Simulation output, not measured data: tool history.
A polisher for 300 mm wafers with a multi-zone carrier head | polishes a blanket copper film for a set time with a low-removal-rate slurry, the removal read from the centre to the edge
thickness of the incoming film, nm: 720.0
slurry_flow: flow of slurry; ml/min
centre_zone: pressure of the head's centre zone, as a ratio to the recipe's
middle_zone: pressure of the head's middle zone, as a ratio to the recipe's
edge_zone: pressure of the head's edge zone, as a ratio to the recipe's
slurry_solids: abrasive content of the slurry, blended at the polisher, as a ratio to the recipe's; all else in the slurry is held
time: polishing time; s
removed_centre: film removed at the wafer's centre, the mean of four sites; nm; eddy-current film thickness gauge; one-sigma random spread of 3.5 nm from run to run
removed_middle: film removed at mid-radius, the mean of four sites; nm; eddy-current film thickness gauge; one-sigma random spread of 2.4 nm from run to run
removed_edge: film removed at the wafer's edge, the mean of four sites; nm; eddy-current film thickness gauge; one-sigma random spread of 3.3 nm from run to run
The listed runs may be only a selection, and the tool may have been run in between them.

Run 1, hour 0: slurry_flow 215 ml/min, centre_zone 1, middle_zone 1, edge_zone 1, slurry_solids 1, time 80 s. Result: removed_centre 258.01 nm, removed_middle 254.59 nm, removed_edge 255.9 nm.
Run 2, hour 8.7: slurry_flow 215 ml/min, centre_zone 1, middle_zone 1, edge_zone 1, slurry_solids 1.1, time 80 s. Result: removed_centre 260.03 nm, removed_middle 255.41 nm, removed_edge 260.22 nm.
Run 3, hour 15.2: slurry_flow 250 ml/min, centre_zone 1, middle_zone 1, edge_zone 1, slurry_solids 1.1, time 80 s. Result: removed_centre 265 nm, removed_middle 260.11 nm, removed_edge 262.33 nm.
Run 4, hour 24.1: slurry_flow 240 ml/min, centre_zone 0.96, middle_zone 1, edge_zone 1.05, slurry_solids 1.2, time 85 s. Result: removed_centre 270.53 nm, removed_middle 278.57 nm, removed_edge 289.86 nm.
Run 5, hour 25.5: slurry_flow 240 ml/min, centre_zone 1, middle_zone 1, edge_zone 1.05, slurry_solids 1.2, time 85 s. Result: removed_centre 286.12 nm, removed_middle 280.25 nm, removed_edge 286.62 nm.
Run 6, hour 26.1: slurry_flow 240 ml/min, centre_zone 1, middle_zone 0.92, edge_zone 1.05, slurry_solids 1.2, time 85 s. Result: removed_centre 286.44 nm, removed_middle 262.73 nm, removed_edge 290.24 nm.

Forecast run 7:
Run 7, hour 28.4: slurry_flow 240 ml/min, centre_zone 0.96, middle_zone 0.94, edge_zone 1.08, slurry_solids 1.3, time 88 s. Result: removed_centre ?, removed_middle ?, removed_edge ?.

removed_centre: 286.53 nm
removed_middle: 279.65 nm
removed_edge: 306.95 nm
